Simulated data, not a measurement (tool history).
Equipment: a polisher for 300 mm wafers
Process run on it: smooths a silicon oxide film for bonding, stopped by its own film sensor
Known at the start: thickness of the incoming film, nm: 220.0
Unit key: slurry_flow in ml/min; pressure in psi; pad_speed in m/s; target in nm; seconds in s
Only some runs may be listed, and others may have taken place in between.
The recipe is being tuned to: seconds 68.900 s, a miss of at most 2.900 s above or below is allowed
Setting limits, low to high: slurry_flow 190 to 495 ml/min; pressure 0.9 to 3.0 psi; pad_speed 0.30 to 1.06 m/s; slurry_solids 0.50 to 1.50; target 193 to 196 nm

run    day  slurry_flow  pressure  pad_speed  slurry_solids  target  seconds
  1  0.000          320       1.9       0.68           1.00     193   45.749
  2  0.262          320       1.8       0.68           1.00     193   47.910
  3  0.362          320       1.7       0.68           1.00     193   50.082
  4  0.629          320       1.3       0.68           1.00     193   66.007
  5  0.833          320       1.3       0.68           1.15     193   60.471
  6  1.029          320       1.3       0.78           1.15     193   55.892
  7  1.062          320       1.2       0.78           1.15     193   60.229
  8  1.196          320       1.1       0.78           1.15     193   64.115

Pick the move, out of 5, that brings all results within their allowed miss; only one does.
  A  1.329          280       1.0       0.84           1.20     196        ?
  B  1.329          205       1.4       0.56           1.25     196        ?
  C  1.329          305       1.2       0.64           1.35     196        ?
  D  1.329          375       0.9       0.84           1.30     193        ?
  E  1.329          335       1.0       0.76           1.25     196        ?

move  seconds
   A   58.687
   B   60.031
   C   58.201
   D   68.989
   E   61.597
A: further off than the last run
B: further off than the last run
C: further off than the last run
D: each result inside its tolerance
E: further off than the last run
So the answer is move D, the one that meets all the targets.
